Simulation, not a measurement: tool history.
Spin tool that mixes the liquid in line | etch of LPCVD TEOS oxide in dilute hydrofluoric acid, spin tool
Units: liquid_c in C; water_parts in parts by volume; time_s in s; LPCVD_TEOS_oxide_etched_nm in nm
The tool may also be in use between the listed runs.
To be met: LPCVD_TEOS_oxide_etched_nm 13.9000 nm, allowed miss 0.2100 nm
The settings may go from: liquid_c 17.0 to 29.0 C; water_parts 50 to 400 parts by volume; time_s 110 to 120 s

run 1 hour=0.0 | liquid_c=21.0 water_parts=225 time_s=110 | LPCVD_TEOS_oxide_etched_nm=6.5746
run 2 hour=4.6 | liquid_c=22.5 water_parts=205 time_s=110 | LPCVD_TEOS_oxide_etched_nm=7.8340
run 3 hour=5.4 | liquid_c=24.0 water_parts=195 time_s=110 | LPCVD_TEOS_oxide_etched_nm=8.6652
run 4 hour=9.6 | liquid_c=24.0 water_parts=260 time_s=110 | LPCVD_TEOS_oxide_etched_nm=6.0898
run 5 hour=12.3 | liquid_c=21.0 water_parts=260 time_s=110 | LPCVD_TEOS_oxide_etched_nm=5.4751
run 6 hour=15.0 | liquid_c=21.0 water_parts=260 time_s=120 | LPCVD_TEOS_oxide_etched_nm=5.9789
run 7 hour=18.7 | liquid_c=22.5 water_parts=240 time_s=120 | LPCVD_TEOS_oxide_etched_nm=6.9858
run 8 hour=27.5 | liquid_c=24.0 water_parts=220 time_s=120 | LPCVD_TEOS_oxide_etched_nm=8.2274
-- hour=35.3 hydrofluoric acid flow meter replaced
run 9 hour=35.3 | liquid_c=25.0 water_parts=205 time_s=120 | LPCVD_TEOS_oxide_etched_nm=10.1550
run 10 hour=38.7 | liquid_c=26.0 water_parts=200 time_s=120 | LPCVD_TEOS_oxide_etched_nm=10.8300
run 11 hour=40.5 | liquid_c=26.5 water_parts=195 time_s=120 | LPCVD_TEOS_oxide_etched_nm=11.3500
run 12 hour=49.1 | liquid_c=27.0 water_parts=190 time_s=120 | LPCVD_TEOS_oxide_etched_nm=11.9130
run 13 hour=57.4 | liquid_c=27.5 water_parts=190 time_s=120 | LPCVD_TEOS_oxide_etched_nm=12.1080
run 14 hour=65.0 | liquid_c=29.0 water_parts=170 time_s=120 | LPCVD_TEOS_oxide_etched_nm=14.6450

Which of these 5 next moves meets every target?
run A hour=72.6 | liquid_c=29.0 water_parts=165 time_s=115 | LPCVD_TEOS_oxide_etched_nm=?
run B hour=72.6 | liquid_c=27.5 water_parts=160 time_s=115 | LPCVD_TEOS_oxide_etched_nm=?
run C hour=72.6 | liquid_c=27.5 water_parts=170 time_s=120 | LPCVD_TEOS_oxide_etched_nm=?
run D hour=72.6 | liquid_c=28.0 water_parts=160 time_s=115 | LPCVD_TEOS_oxide_etched_nm=?
run E hour=72.6 | liquid_c=28.5 water_parts=170 time_s=120 | LPCVD_TEOS_oxide_etched_nm=?

move=A LPCVD_TEOS_oxide_etched_nm=14.5910
move=B LPCVD_TEOS_oxide_etched_nm=14.3390
move=C LPCVD_TEOS_oxide_etched_nm=13.9120
move=D LPCVD_TEOS_oxide_etched_nm=14.6030
move=E LPCVD_TEOS_oxide_etched_nm=14.4240
A: nearer than the last run, and not there yet
B: nearer than the last run, and not there yet
C: meets every target
D: nearer than the last run, and not there yet
E: nearer than the last run, and not there yet
Answer: C
